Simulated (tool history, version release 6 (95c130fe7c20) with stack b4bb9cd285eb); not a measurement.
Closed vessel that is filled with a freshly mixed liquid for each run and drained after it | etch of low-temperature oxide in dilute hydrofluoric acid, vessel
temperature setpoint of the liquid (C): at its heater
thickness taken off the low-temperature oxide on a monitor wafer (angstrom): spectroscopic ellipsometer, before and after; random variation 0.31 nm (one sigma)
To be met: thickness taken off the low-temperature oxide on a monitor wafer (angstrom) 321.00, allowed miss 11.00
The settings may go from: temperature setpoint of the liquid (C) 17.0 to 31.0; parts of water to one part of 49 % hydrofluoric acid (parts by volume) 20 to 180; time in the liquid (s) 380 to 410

run	hour	temperature setpoint of the liquid (C)	parts of water to one part of 49 % hydrofluoric acid (parts by volume)	time in the liquid (s)	thickness taken off the low-temperature oxide on a monitor wafer (angstrom)
1	0.0	23.0	100	380	441.03
2	7.0	23.0	120	380	365.14
3	15.7	22.5	120	380	357.86
4	17.6	22.0	120	380	352.49
5	21.0	22.0	120	410	373.65
6	29.9	21.5	120	410	367.35
7	31.4	21.0	120	410	354.39
8	33.3	20.0	120	410	343.76

Which of these 4 next moves meets every target?
A	35.2	19.5	125	410	?
B	35.2	19.5	110	410	?
C	35.2	17.5	105	410	?
D	35.2	17.0	100	400	?

move	thickness taken off the low-temperature oxide on a monitor wafer (angstrom)
A	324.40
B	374.64
C	363.19
D	366.21
A: meets every target
B: further off than the last run
C: further off than the last run
D: further off than the last run
Answer: A
